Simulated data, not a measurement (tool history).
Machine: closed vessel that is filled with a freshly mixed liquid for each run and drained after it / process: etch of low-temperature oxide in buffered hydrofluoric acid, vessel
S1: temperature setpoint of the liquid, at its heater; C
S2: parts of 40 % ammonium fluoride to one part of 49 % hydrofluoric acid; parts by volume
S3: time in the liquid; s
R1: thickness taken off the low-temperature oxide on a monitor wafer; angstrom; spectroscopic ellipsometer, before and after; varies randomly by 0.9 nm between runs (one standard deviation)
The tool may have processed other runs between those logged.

Run 1, hour 0.0: S1 22.0 C, S2 12.5 parts by volume, S3 100 s. Result: R1 1534.7 angstrom.
Run 2, hour 6.6: S1 22.0 C, S2 12.5 parts by volume, S3 100 s. Result: R1 1529.5 angstrom.
Run 3, hour 13.0: S1 24.0 C, S2 12.5 parts by volume, S3 100 s. Result: R1 1689.5 angstrom.
Run 4, hour 17.5: S1 22.5 C, S2 12.5 parts by volume, S3 100 s. Result: R1 1559.7 angstrom.
Run 5, hour 20.8: S1 25.0 C, S2 12.5 parts by volume, S3 100 s. Result: R1 1790.8 angstrom.
Run 6, hour 29.8: S1 25.0 C, S2 12.5 parts by volume, S3 105 s. Result: R1 1894.8 angstrom.

Run 7 is up next; what results do you expect?
Run 7, hour 30.7: S1 23.0 C, S2 13.0 parts by volume, S3 105 s. Result: R1 ?.

R1: 1643.1 angstrom
